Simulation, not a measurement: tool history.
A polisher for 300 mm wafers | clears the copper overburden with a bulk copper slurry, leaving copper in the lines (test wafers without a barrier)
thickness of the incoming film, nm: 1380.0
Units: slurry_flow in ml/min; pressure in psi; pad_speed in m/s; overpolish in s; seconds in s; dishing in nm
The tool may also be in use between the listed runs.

run	hour	slurry_flow	pressure	pad_speed	slurry_solids	overpolish	seconds	dishing
1	0.0	180	2.2	1.26	1.00	28	131.69	77.606
2	6.5	180	1.8	1.40	1.05	21	139.22	64.965
3	12.1	180	1.8	1.40	1.10	21	140.92	65.261
4	16.5	160	1.5	1.52	1.00	17	156.46	54.703
5	23.6	160	1.5	1.30	1.00	17	186.62	50.756
6	29.6	185	1.5	1.30	1.00	17	184.43	52.149
7	33.8	135	1.0	1.66	1.05	8	217.88	27.039
8	34.7	170	1.1	1.66	1.05	8	194.18	29.501
9	43.2	175	1.2	1.64	1.05	9	180.00	33.896
10	50.4	190	1.2	1.62	1.05	9	183.37	35.122
11	51.8	205	1.3	1.62	1.05	9	168.77	35.610
12	53.8	210	1.5	1.60	1.05	22	148.03	63.448

Run 13 comes next. What will it give?
13	57.4	205	1.4	1.64	1.10	19	?	?

{"run 13": {"seconds": 155.67, "dishing": 58.146}}

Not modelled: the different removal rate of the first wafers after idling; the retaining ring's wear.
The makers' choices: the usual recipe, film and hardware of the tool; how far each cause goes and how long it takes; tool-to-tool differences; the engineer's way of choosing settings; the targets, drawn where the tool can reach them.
